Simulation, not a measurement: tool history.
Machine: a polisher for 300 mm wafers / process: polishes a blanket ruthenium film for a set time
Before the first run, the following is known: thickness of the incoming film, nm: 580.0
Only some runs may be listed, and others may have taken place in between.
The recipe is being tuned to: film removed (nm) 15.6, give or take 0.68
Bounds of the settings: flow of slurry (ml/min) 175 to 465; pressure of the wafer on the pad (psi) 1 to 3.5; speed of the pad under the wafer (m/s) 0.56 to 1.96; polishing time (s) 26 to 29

run	hour	flow of slurry (ml/min)	pressure of the wafer on the pad (psi)	speed of the pad under the wafer (m/s)	polishing time (s)	film removed (nm)
1	0	295	2.2	1.26	29	38.99
2	4.4	295	1.9	1.12	29	30.799
3	11.4	295	1.6	1.02	29	25.054
4	14.4	295	1.6	0.76	29	19.488
5	15.3	245	1.6	0.76	29	19.138
6	22.1	285	1.6	0.76	29	19.287
7	23.9	285	1.5	0.76	29	18.656
8	32	285	1.5	0.76	29	18.081
9	36.9	285	1.1	0.74	29	14.756

Which single option among these 4 for the next run brings every result within its allowed miss of target? Just one does.
A	41.8	370	1	0.82	26	?
B	41.8	250	1.2	0.7	29	?
C	41.8	295	1.3	0.66	27	?
D	41.8	320	1.2	0.78	28	?

move	film removed (nm)
A	13.219
B	13.966
C	13.317
D	15.206
A: misses by more than the last run did
B: misses by more than the last run did
C: misses by more than the last run did
D: all results in spec
So the answer is move D, the one that meets all the targets.

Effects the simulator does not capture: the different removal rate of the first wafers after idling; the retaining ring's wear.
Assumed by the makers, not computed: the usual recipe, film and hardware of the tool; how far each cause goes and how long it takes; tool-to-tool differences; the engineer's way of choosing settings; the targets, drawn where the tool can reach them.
